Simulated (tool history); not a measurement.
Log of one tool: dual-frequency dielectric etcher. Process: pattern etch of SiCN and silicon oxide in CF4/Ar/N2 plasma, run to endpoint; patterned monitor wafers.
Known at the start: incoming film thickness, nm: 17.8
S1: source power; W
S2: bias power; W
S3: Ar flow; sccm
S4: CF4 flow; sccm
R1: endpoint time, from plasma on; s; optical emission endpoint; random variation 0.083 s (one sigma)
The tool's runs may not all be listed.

run  hour   S1  S2   S3  S4      R1
  1   0.0  450  75  131  71  22.318
  2   6.5  420  75  131  71  24.121
  3  14.8  400  75  131  71  25.161
  4  17.3  390  75  131  71  25.826
  5  25.9  380  75  131  71  26.535
  6  30.9  430  75  131  71  23.527
  7  36.4  410  75  131  71  24.508

Forecast run 8:
  8  39.3  410  75  131  71   ?

{"run 8": {"R1": 24.558}}

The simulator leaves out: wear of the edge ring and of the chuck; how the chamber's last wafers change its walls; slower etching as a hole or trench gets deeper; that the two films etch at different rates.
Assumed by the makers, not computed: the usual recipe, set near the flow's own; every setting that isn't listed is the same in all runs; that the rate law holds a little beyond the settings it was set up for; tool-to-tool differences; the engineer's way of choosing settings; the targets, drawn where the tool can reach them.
